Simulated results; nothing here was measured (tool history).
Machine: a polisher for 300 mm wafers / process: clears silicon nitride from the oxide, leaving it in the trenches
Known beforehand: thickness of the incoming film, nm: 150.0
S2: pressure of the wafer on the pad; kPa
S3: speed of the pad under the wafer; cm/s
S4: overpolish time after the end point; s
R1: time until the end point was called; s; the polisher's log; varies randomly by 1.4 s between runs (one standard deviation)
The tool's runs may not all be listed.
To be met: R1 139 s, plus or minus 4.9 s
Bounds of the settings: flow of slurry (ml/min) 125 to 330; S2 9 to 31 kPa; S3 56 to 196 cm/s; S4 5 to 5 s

{"run": 1, "hour": 0.0, "flow of slurry (ml/min)": 210, "S2": 20, "S3": 126, "S4": 5, "R1": 114.85}
{"run": 2, "hour": 1.3, "flow of slurry (ml/min)": 230, "S2": 20, "S3": 126, "S4": 5, "R1": 114.23}
{"run": 3, "hour": 3.7, "flow of slurry (ml/min)": 230, "S2": 19.3, "S3": 126, "S4": 5, "R1": 116.66}
{"run": 4, "hour": 7.5, "flow of slurry (ml/min)": 230, "S2": 24.1, "S3": 126, "S4": 5, "R1": 95.684}
{"run": 5, "hour": 11.7, "flow of slurry (ml/min)": 280, "S2": 24.1, "S3": 126, "S4": 5, "R1": 90.509}
{"run": 6, "hour": 14.7, "flow of slurry (ml/min)": 280, "S2": 24.1, "S3": 126, "S4": 5, "R1": 92.607}
{"run": 7, "hour": 20.9, "flow of slurry (ml/min)": 280, "S2": 23.4, "S3": 126, "S4": 5, "R1": 94.643}
{"run": 8, "hour": 28.4, "flow of slurry (ml/min)": 280, "S2": 22.8, "S3": 126, "S4": 5, "R1": 97.498}
{"run": 9, "hour": 34.1, "flow of slurry (ml/min)": 280, "S2": 22.1, "S3": 126, "S4": 5, "R1": 99.973}

Of the 5 settings listed for the next run, only one would bring every result within its allowed miss of target. Which one?
{"run": "A", "hour": 39.8, "flow of slurry (ml/min)": 300, "S2": 20, "S3": 88, "S4": 5, "R1": "?"}
{"run": "B", "hour": 39.8, "flow of slurry (ml/min)": 295, "S2": 17.2, "S3": 106, "S4": 5, "R1": "?"}
{"run": "C", "hour": 39.8, "flow of slurry (ml/min)": 315, "S2": 17.2, "S3": 104, "S4": 5, "R1": "?"}
{"run": "D", "hour": 39.8, "flow of slurry (ml/min)": 275, "S2": 16.5, "S3": 106, "S4": 5, "R1": "?"}
{"run": "E", "hour": 39.8, "flow of slurry (ml/min)": 280, "S2": 21.4, "S3": 90, "S4": 5, "R1": "?"}

move=A R1=149.97
move=B R1=148.44
move=C R1=150.03
move=D R1=155.36
move=E R1=138.82
A: takes the result that was furthest off past its target
B: takes the result that was furthest off past its target
C: takes the result that was furthest off past its target
D: takes the result that was furthest off past its target
E: all results land within tolerance of their targets
The move that meets every target is E.

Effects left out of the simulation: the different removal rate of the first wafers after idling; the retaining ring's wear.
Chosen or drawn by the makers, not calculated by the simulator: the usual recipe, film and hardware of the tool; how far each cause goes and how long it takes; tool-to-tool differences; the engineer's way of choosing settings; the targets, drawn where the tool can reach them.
